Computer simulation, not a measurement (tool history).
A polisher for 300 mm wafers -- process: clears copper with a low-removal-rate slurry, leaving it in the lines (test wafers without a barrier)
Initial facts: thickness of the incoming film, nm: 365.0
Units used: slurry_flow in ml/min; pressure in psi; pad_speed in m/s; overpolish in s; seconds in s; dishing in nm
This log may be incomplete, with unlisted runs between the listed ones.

run  hour  slurry_flow  pressure  pad_speed  slurry_solids  overpolish  seconds  dishing
  1   0.0          220       2.6       1.26           1.00          17   110.05   33.103
  2   7.6          220       2.6       1.26           1.00          22   111.85   40.440
  3  16.1          220       2.3       1.20           1.00          18   127.29   30.882
  4  20.5          200       2.1       1.14           0.90          15   150.73   23.096
  5  21.8          200       2.1       1.26           0.90          15   140.33   24.115
  6  26.2          185       1.9       1.30           0.80          13   155.01   19.584

What will run 7 give?
  7  26.9          175       1.7       1.34           0.75          11        ?        ?

Run 7 produced seconds 169.93 s, dishing 15.233 nm.
